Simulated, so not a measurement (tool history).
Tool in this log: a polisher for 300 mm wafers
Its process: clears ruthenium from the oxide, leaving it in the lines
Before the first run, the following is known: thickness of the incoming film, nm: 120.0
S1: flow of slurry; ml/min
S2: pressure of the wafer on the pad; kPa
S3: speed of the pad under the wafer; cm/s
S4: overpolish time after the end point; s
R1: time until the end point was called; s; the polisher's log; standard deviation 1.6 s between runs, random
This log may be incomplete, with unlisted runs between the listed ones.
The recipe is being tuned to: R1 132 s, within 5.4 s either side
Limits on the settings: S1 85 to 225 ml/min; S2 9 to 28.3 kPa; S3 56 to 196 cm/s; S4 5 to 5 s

| run | hour | S1 | S2 | S3 | S4 | R1 |
|---|---|---|---|---|---|---|
| 1 | 0 | 145 | 18.6 | 126 | 5 | 82.138 |
| 2 | 0.9 | 145 | 18.6 | 126 | 5 | 82.831 |
| 3 | 8.1 | 110 | 18.6 | 126 | 5 | 90.06 |
| 4 | 13.3 | 110 | 18.6 | 126 | 5 | 88.408 |
| 5 | 19.1 | 110 | 18.6 | 146 | 5 | 77.668 |
| 6 | 23.8 | 110 | 18.6 | 128 | 5 | 87.868 |
|  | 32.3 | head pressure recalibrated |
| 7 | 32.3 | 105 | 16.5 | 126 | 5 | 91.784 |
| 8 | 34.6 | 105 | 11.7 | 94 | 5 | 167.09 |
| 9 | 43.3 | 115 | 13.1 | 94 | 5 | 145.74 |
| 10 | 46.6 | 120 | 13.1 | 94 | 5 | 146.45 |
| 11 | 49.1 | 125 | 15.2 | 94 | 5 | 125.01 |

Exercise: of the 4 proposed moves below, exactly one satisfies all targets within the stated allowed misses. Which move is it?
| A | 51.6 | 140 | 17.2 | 70 | 5 | ? |
| B | 51.6 | 90 | 15.2 | 108 | 5 | ? |
| C | 51.6 | 125 | 15.2 | 90 | 5 | ? |
| D | 51.6 | 120 | 15.2 | 84 | 5 | ? |

| move | R1 |
|---|---|
| A | 142.97 |
| B | 120 |
| C | 130.46 |
| D | 140.71 |
A: moves the result that the last run missed by most past its target, out the other side
B: misses by more than the last run did
C: all results in spec
D: moves the result that the last run missed by most past its target, out the other side
C meets every target.
